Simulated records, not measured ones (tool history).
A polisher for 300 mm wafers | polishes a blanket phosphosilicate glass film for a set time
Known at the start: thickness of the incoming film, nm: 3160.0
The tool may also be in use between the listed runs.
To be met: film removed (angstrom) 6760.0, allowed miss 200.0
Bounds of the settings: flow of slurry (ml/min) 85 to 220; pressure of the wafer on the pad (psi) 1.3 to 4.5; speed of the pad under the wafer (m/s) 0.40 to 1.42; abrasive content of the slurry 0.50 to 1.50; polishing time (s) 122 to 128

| run | hour | flow of slurry (ml/min) | pressure of the wafer on the pad (psi) | speed of the pad under the wafer (m/s) | abrasive content of the slurry | polishing time (s) | film removed (angstrom) |
|---|---|---|---|---|---|---|---|
| 1 | 0.0 | 140 | 2.9 | 0.90 | 1.00 | 122 | 10467.0 |
| 2 | 5.4 | 135 | 2.5 | 0.90 | 1.00 | 122 | 9024.6 |
| 3 | 13.0 | 135 | 2.8 | 0.90 | 1.00 | 122 | 10061.0 |
| 4 | 16.2 | 130 | 2.5 | 0.90 | 1.00 | 122 | 9007.8 |
| 5 | 22.6 | 125 | 2.3 | 0.90 | 1.00 | 122 | 8227.8 |
| 6 | 24.0 | 120 | 2.2 | 0.90 | 1.00 | 122 | 7774.8 |
| 7 | 31.7 | 110 | 2.1 | 0.90 | 1.00 | 122 | 7351.3 |
| 8 | 37.7 | 95 | 1.9 | 0.90 | 1.00 | 122 | 6306.7 |
| 9 | 45.3 | 100 | 1.9 | 0.90 | 1.00 | 122 | 6433.0 |
| 10 | 53.3 | 105 | 1.9 | 0.90 | 1.00 | 122 | 6549.3 |

4 next moves are on the table. One of them brings every result within its allowed miss. Which?
| A | 61.3 | 125 | 1.6 | 0.88 | 1.00 | 128 | ? |
| B | 61.3 | 125 | 1.8 | 0.82 | 1.15 | 127 | ? |
| C | 61.3 | 95 | 1.6 | 0.96 | 1.10 | 128 | ? |
| D | 61.3 | 90 | 1.9 | 0.92 | 1.00 | 122 | ? |

| move | film removed (angstrom) |
|---|---|
| A | 6002.7 |
| B | 6875.9 |
| C | 6347.0 |
| D | 6368.6 |
A: further off than the last run
B: meets every target
C: further off than the last run
D: further off than the last run
Answer: B
